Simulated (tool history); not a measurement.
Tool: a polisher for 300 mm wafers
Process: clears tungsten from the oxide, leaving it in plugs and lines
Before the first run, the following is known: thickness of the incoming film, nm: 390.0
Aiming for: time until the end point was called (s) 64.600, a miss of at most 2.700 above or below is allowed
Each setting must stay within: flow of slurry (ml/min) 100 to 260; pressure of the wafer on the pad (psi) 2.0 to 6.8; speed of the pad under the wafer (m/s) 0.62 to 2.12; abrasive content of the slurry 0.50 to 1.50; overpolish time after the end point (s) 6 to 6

| run | hour | flow of slurry (ml/min) | pressure of the wafer on the pad (psi) | speed of the pad under the wafer (m/s) | abrasive content of the slurry | overpolish time after the end point (s) | time until the end point was called (s) |
|---|---|---|---|---|---|---|---|
| 1 | 0.0 | 165 | 4.4 | 1.36 | 1.00 | 6 | 53.177 |
| 2 | 8.9 | 125 | 4.4 | 1.36 | 1.00 | 6 | 57.162 |
| 3 | 13.8 | 120 | 4.3 | 1.36 | 1.00 | 6 | 58.863 |
| 4 | 22.6 | 120 | 4.2 | 1.36 | 1.00 | 6 | 59.825 |
| 5 | 30.9 | 120 | 4.1 | 1.36 | 1.00 | 6 | 61.208 |
| 6 | 32.1 | 120 | 3.2 | 1.36 | 1.00 | 6 | 75.812 |
| 7 | 39.3 | 130 | 3.3 | 1.36 | 1.00 | 6 | 73.836 |
| 8 | 46.8 | 140 | 3.4 | 1.36 | 1.00 | 6 | 68.935 |

Next run, 4 choices. One meets every target within its allowed miss, the rest don't. Which?
| A | 54.3 | 140 | 3.3 | 1.54 | 1.20 | 6 | ? |
| B | 54.3 | 165 | 3.5 | 1.62 | 1.10 | 6 | ? |
| C | 54.3 | 165 | 4.0 | 1.36 | 0.90 | 6 | ? |
| D | 54.3 | 120 | 3.1 | 1.46 | 1.15 | 6 | ? |

| move | time until the end point was called (s) |
|---|---|
| A | 63.317 |
| B | 57.682 |
| C | 59.846 |
| D | 72.605 |
A: in spec on every target
B: carries the result that was furthest off beyond its target, to the other side
C: carries the result that was furthest off beyond its target, to the other side
D: the biggest miss grows against the last run
The move that meets every target is A.

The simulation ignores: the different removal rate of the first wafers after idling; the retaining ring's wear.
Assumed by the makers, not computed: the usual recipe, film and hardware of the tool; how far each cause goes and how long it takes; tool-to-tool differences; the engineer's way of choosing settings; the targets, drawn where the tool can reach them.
